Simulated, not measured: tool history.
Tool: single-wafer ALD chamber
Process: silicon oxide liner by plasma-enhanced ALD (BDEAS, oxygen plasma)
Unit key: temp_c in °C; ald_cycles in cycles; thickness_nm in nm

run    day  temp_c  ald_cycles  thickness_nm
  1      0     320          84        7.0681
  2  0.021     319          86        7.3037
  3  0.288     312          86         7.307
  4  0.471     304          86        7.3496
  5  0.654     296          86        7.5181
  6  0.783     296          87        7.5839
  7  0.858     296          87        7.5913

The next listed run, before its measurement:
  8  1.158     296          88             ?

thickness_nm: 7.6498 nm
